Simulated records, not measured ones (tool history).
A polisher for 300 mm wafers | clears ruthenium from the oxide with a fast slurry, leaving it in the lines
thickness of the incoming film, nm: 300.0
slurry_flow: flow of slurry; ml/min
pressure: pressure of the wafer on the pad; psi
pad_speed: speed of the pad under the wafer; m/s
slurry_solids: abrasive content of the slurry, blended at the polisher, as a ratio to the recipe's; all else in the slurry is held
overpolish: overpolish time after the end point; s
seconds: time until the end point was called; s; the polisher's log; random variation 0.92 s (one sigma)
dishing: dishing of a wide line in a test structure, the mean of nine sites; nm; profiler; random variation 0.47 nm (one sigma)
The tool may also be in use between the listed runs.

run 1 hour=0 | slurry_flow=230 pressure=2.1 pad_speed=1.16 slurry_solids=1 overpolish=21 | seconds=84.154 dishing=58.33
run 2 hour=7.6 | slurry_flow=230 pressure=2.1 pad_speed=1.16 slurry_solids=1 overpolish=12 | seconds=84.823 dishing=35.341
run 3 hour=13.7 | slurry_flow=230 pressure=2.2 pad_speed=1.16 slurry_solids=1 overpolish=10 | seconds=82.931 dishing=30.939
run 4 hour=19.4 | slurry_flow=270 pressure=2.2 pad_speed=1.16 slurry_solids=1 overpolish=10 | seconds=79.117 dishing=30.578
run 5 hour=20.8 | slurry_flow=270 pressure=2.2 pad_speed=1.16 slurry_solids=1 overpolish=6 | seconds=80.65 dishing=19.386
run 6 hour=29 | slurry_flow=270 pressure=2.3 pad_speed=1.16 slurry_solids=1 overpolish=6 | seconds=74.473 dishing=19.867
run 7 hour=37.5 | slurry_flow=265 pressure=2.4 pad_speed=1.18 slurry_solids=1 overpolish=6 | seconds=71.461 dishing=21.174

Run 8 comes next. What will it give?
run 8 hour=39.3 | slurry_flow=260 pressure=2.5 pad_speed=1.2 slurry_solids=1 overpolish=6 | seconds=? dishing=?

Run 8 gave seconds 68.774 s, dishing 21.906 nm.

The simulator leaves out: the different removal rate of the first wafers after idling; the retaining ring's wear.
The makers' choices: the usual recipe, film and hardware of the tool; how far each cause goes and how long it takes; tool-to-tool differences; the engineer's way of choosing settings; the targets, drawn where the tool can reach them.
